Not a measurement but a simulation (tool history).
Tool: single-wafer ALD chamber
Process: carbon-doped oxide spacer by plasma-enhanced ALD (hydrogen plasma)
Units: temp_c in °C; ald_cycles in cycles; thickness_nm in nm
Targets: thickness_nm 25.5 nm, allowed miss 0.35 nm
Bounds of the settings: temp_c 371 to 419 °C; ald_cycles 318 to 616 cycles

run,hour,temp_c,ald_cycles,thickness_nm
1,0,395,467,22.707
2,2.5,395,419,20.477
3,8,395,451,22.004
4,12.3,399,451,21.98
5,15.6,405,451,22.102
6,21.8,416,451,21.255
7,24.1,410,473,22.81
8,25.8,409,488,23.586
9,34.6,408,498,23.927
10,38.7,408,536,25.862

Which of these 5 next moves meets every target?
A,42.8,407,546,?
B,42.8,405,526,?
C,42.8,419,556,?
D,42.8,410,549,?
E,42.8,409,549,?

move,thickness_nm
A,26.509
B,25.676
C,26.12
D,26.439
E,26.511
A: further off than the last run
B: meets every target
C: further off than the last run
D: further off than the last run
E: further off than the last run
Answer: B
